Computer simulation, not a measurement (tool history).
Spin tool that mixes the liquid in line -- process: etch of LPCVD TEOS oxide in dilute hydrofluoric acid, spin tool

run  hour  temperature setpoint of the liquid (C)  parts of water to one part of 49 % hydrofluoric acid (parts by volume)  time under the liquid (s)  thickness taken off the LPCVD TEOS oxide on a monitor wafer (Å)
  1   0.0                                    21.0                                                                      65                         15                                                           59.274
  2   1.6                                    23.5                                                                      60                         15                                                           72.460
  3   4.4                                    23.5                                                                      75                         15                                                           56.295
  4   5.3                                    20.0                                                                      75                         15                                                           48.900
  5  11.5                                    20.0                                                                      65                         15                                                           57.706
  6  18.0                                    20.0                                                                      75                         15                                                           49.097
  7  24.0                                    22.5                                                                      65                         15                                                           63.112

Expected results for the next run?
  8  26.2                                    24.5                                                                      55                         15                                                                ?

{"run 8": {"thickness taken off the LPCVD TEOS oxide on a monitor wafer (Å)": 83.227}}
